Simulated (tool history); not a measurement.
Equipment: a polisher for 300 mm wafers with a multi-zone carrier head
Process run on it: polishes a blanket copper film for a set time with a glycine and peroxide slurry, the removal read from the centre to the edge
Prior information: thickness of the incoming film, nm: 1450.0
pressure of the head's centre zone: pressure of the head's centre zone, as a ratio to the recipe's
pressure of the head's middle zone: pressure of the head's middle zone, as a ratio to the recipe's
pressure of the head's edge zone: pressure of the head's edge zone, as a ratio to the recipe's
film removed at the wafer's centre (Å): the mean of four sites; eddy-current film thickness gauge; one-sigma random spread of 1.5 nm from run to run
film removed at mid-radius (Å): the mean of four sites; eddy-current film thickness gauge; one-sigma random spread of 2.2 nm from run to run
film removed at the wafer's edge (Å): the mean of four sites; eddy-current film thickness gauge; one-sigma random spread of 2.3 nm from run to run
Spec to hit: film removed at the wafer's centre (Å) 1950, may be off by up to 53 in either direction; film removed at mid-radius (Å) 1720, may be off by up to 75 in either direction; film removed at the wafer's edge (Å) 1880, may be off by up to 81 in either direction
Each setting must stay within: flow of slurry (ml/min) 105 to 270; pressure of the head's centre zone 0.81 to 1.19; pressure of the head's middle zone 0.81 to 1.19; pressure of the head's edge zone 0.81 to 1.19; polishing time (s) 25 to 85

run	hour	flow of slurry (ml/min)	pressure of the head's centre zone	pressure of the head's middle zone	pressure of the head's edge zone	polishing time (s)	film removed at the wafer's centre (Å)	film removed at mid-radius (Å)	film removed at the wafer's edge (Å)
1	0	175	1	1	1	55	2507.3	2469.6	2513.1
2	3	170	1	0.98	0.98	53	2377.1	2351.1	2476.5
3	5.3	170	1	0.98	1.01	53	2368.1	2354.4	2456.1
4	9.4	175	1.01	0.97	1.01	50	2266.4	2213.7	2330.4
5	11.8	180	1.02	0.96	1.01	48	2248.5	2121.7	2251.4
6	15.4	180	1.02	0.96	0.95	48	2237.2	2137.1	2262.5
7	19.6	180	1.03	0.96	0.95	46	2122.1	2032.8	2114.8
# hour 25.7: edge zone pressure recalibrated
8	25.7	175	1.04	0.95	0.94	45	2093	1981.1	1975.7
9	30.2	170	1.04	0.93	0.94	45	2095.1	1891.7	1976.8
10	34.7	165	1.03	0.92	0.94	45	2074.1	1886.3	1989.3
11	38.8	160	1.03	0.91	0.94	45	2052.1	1864.3	1923.5
12	41.8	160	1.02	0.9	0.95	45	2056.5	1823	1983.3
13	50.5	155	1.02	0.9	0.95	45	2003.5	1817.7	1976.5
14	53.1	150	1.02	0.9	0.95	45	2004.3	1805.5	1946.2
15	58.2	145	1.02	0.9	0.95	45	1979.4	1759.6	1908.3

Exercise: of the 4 proposed moves below, exactly one satisfies all targets within the stated allowed misses. Which move is it?
A	63.3	125	1.01	0.81	0.96	50	?	?	?
B	63.3	130	1.04	0.9	0.9	48	?	?	?
C	63.3	135	1	0.85	0.88	46	?	?	?
D	63.3	125	0.98	0.82	0.96	48	?	?	?

move	film removed at the wafer's centre (Å)	film removed at mid-radius (Å)	film removed at the wafer's edge (Å)
A	2122.4	1826.8	2128.5
B	2113	1932.2	2016.5
C	1981.7	1783.5	1934.1
D	1988.3	1771.6	2043.1
A: lands further from the targets than the last run did
B: lands further from the targets than the last run did
C: all results land within tolerance of their targets
D: gets the furthest-off result to its target, but another result is out of tolerance
C is the move that brings every result within its allowed miss.
